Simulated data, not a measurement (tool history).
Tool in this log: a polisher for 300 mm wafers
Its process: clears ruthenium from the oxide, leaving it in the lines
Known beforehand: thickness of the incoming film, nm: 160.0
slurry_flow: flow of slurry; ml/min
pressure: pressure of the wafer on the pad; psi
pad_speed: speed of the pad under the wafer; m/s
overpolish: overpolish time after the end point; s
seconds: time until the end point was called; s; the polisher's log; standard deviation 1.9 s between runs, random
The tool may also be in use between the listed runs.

{"run": 1, "hour": 0.0, "slurry_flow": 310, "pressure": 2.5, "pad_speed": 0.78, "overpolish": 10, "seconds": 166.44}
{"run": 2, "hour": 1.1, "slurry_flow": 310, "pressure": 2.8, "pad_speed": 0.78, "overpolish": 10, "seconds": 155.86}
{"run": 3, "hour": 6.2, "slurry_flow": 310, "pressure": 2.4, "pad_speed": 0.78, "overpolish": 10, "seconds": 170.3}
{"run": 4, "hour": 11.2, "slurry_flow": 285, "pressure": 2.4, "pad_speed": 0.78, "overpolish": 10, "seconds": 181.04}
{"hour": 16.1, "done": "slurry nozzle cleaned"}
{"run": 5, "hour": 16.1, "slurry_flow": 345, "pressure": 2.4, "pad_speed": 0.78, "overpolish": 10, "seconds": 159.35}
{"run": 6, "hour": 20.1, "slurry_flow": 345, "pressure": 2, "pad_speed": 0.78, "overpolish": 10, "seconds": 185.69}
{"run": 7, "hour": 27.0, "slurry_flow": 365, "pressure": 2.3, "pad_speed": 0.8, "overpolish": 10, "seconds": 161.86}
{"run": 8, "hour": 35.1, "slurry_flow": 375, "pressure": 2.5, "pad_speed": 0.82, "overpolish": 10, "seconds": 148.81}
{"run": 9, "hour": 39.9, "slurry_flow": 385, "pressure": 2.7, "pad_speed": 0.84, "overpolish": 10, "seconds": 133.09}
{"run": 10, "hour": 41.9, "slurry_flow": 395, "pressure": 2.8, "pad_speed": 0.84, "overpolish": 10, "seconds": 133.78}
{"run": 11, "hour": 46.9, "slurry_flow": 400, "pressure": 3, "pad_speed": 0.86, "overpolish": 10, "seconds": 122.23}
{"run": 12, "hour": 54.4, "slurry_flow": 405, "pressure": 3.1, "pad_speed": 0.86, "overpolish": 10, "seconds": 121.52}
{"run": 13, "hour": 56.0, "slurry_flow": 410, "pressure": 3.2, "pad_speed": 0.86, "overpolish": 10, "seconds": 117.18}

What does the tool deliver on the next run?
{"run": 14, "hour": 58.4, "slurry_flow": 415, "pressure": 3.3, "pad_speed": 0.86, "overpolish": 10, "seconds": "?"}

seconds: 111.13 s

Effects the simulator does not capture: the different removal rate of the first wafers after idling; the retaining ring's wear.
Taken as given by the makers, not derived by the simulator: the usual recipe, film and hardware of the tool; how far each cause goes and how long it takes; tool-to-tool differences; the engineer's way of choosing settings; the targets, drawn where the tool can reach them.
